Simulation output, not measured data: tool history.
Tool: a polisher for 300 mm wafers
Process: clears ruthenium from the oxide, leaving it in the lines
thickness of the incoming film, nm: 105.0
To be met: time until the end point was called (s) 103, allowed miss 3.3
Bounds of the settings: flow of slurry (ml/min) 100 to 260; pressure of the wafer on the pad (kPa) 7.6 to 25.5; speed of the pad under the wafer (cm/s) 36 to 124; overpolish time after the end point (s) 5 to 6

| run | hour | flow of slurry (ml/min) | pressure of the wafer on the pad (kPa) | speed of the pad under the wafer (cm/s) | overpolish time after the end point (s) | time until the end point was called (s) |
|---|---|---|---|---|---|---|
| 1 | 0 | 165 | 16.5 | 80 | 6 | 77.228 |
| 2 | 2.7 | 160 | 15.9 | 80 | 6 | 80.437 |
| 3 | 11.2 | 160 | 13.8 | 80 | 6 | 90.196 |
| 4 | 14.2 | 155 | 13.1 | 80 | 6 | 96.445 |
| 5 | 19.4 | 150 | 13.1 | 80 | 6 | 96.35 |
| 6 | 20 | 150 | 13.1 | 80 | 5 | 96.869 |
| 7 | 23.6 | 145 | 13.1 | 80 | 5 | 97.058 |
| 8 | 31.8 | 140 | 13.1 | 80 | 5 | 97.218 |

4 next moves are on the table. One of them brings every result within its allowed miss. Which?
| A | 40 | 140 | 13.1 | 82 | 6 | ? |
| B | 40 | 125 | 13.8 | 78 | 6 | ? |
| C | 40 | 155 | 15.9 | 52 | 6 | ? |
| D | 40 | 140 | 12.4 | 72 | 5 | ? |

| move | time until the end point was called (s) |
|---|---|
| A | 96.073 |
| B | 95.706 |
| C | 102.41 |
| D | 109.23 |
A: further off than the last run
B: further off than the last run
C: meets every target
D: takes the result that was furthest off past its target
Answer: C
